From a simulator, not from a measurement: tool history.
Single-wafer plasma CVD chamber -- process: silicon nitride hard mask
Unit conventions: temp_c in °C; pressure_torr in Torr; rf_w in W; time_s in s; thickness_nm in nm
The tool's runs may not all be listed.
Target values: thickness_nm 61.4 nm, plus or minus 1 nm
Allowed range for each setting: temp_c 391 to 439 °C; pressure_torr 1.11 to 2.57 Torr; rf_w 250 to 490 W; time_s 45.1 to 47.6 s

run 1 hour=0 | temp_c=415 pressure_torr=1.84 rf_w=370 time_s=47.6 | thickness_nm=71.228
run 2 hour=4.6 | temp_c=415 pressure_torr=1.84 rf_w=370 time_s=47.6 | thickness_nm=71.517
run 3 hour=7.8 | temp_c=415 pressure_torr=1.84 rf_w=345 time_s=47.6 | thickness_nm=68.205
run 4 hour=15.6 | temp_c=415 pressure_torr=1.68 rf_w=340 time_s=47.6 | thickness_nm=66.226
run 5 hour=22 | temp_c=425 pressure_torr=1.68 rf_w=340 time_s=47.6 | thickness_nm=65.082
run 6 hour=26 | temp_c=425 pressure_torr=1.68 rf_w=360 time_s=47.6 | thickness_nm=67.599
run 7 hour=28.7 | temp_c=425 pressure_torr=1.53 rf_w=355 time_s=47.6 | thickness_nm=66.014
run 8 hour=34.3 | temp_c=425 pressure_torr=1.17 rf_w=330 time_s=47.4 | thickness_nm=58.417

Pick the move, out of 4, that brings all results within their allowed miss; only one does.
run A hour=39.9 | temp_c=424 pressure_torr=1.2 rf_w=345 time_s=45.2 | thickness_nm=?
run B hour=39.9 | temp_c=430 pressure_torr=1.29 rf_w=325 time_s=45.1 | thickness_nm=?
run C hour=39.9 | temp_c=423 pressure_torr=1.15 rf_w=335 time_s=45.1 | thickness_nm=?
run D hour=39.9 | temp_c=423 pressure_torr=1.3 rf_w=355 time_s=46.3 | thickness_nm=?

move=A thickness_nm=57.488
move=B thickness_nm=56.481
move=C thickness_nm=55.714
move=D thickness_nm=61.327
A: moves away from the targets compared with the last run
B: moves away from the targets compared with the last run
C: moves away from the targets compared with the last run
D: each result inside its tolerance
D is the move that brings every result within its allowed miss.
